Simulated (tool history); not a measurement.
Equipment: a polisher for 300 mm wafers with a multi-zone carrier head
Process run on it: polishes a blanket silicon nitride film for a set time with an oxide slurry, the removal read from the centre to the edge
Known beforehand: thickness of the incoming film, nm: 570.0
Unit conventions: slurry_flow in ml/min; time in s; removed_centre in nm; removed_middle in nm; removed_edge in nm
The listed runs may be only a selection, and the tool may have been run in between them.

| run | day | slurry_flow | centre_zone | middle_zone | edge_zone | slurry_solids | time | removed_centre | removed_middle | removed_edge |
|---|---|---|---|---|---|---|---|---|---|---|
| 1 | 0.000 | 160 | 1.00 | 1.00 | 1.00 | 1.00 | 88 | 49.785 | 50.319 | 46.474 |
| 2 | 0.271 | 160 | 1.07 | 1.00 | 1.00 | 1.00 | 88 | 53.016 | 50.286 | 46.341 |
| 3 | 0.329 | 165 | 1.07 | 0.99 | 1.03 | 1.10 | 88 | 54.366 | 51.699 | 48.277 |
| 4 | 0.462 | 165 | 1.07 | 0.98 | 1.05 | 1.15 | 90 | 55.933 | 53.411 | 51.405 |
| 5 | 0.775 | 165 | 1.10 | 0.98 | 1.05 | 1.15 | 90 | 58.453 | 53.186 | 50.733 |
| 6 | 0.838 | 170 | 1.10 | 0.97 | 1.07 | 1.20 | 91 | 59.341 | 54.471 | 52.836 |
| 7 | 0.946 | 170 | 1.10 | 0.96 | 1.09 | 1.25 | 92 | 61.340 | 55.180 | 54.815 |

Run 8 has not been measured yet. What should we expect?
| 8 | 1.129 | 215 | 1.05 | 0.95 | 1.19 | 1.50 | 96 | ? | ? | ? |

removed_centre: 67.042 nm
removed_middle: 63.317 nm
removed_edge: 65.294 nm

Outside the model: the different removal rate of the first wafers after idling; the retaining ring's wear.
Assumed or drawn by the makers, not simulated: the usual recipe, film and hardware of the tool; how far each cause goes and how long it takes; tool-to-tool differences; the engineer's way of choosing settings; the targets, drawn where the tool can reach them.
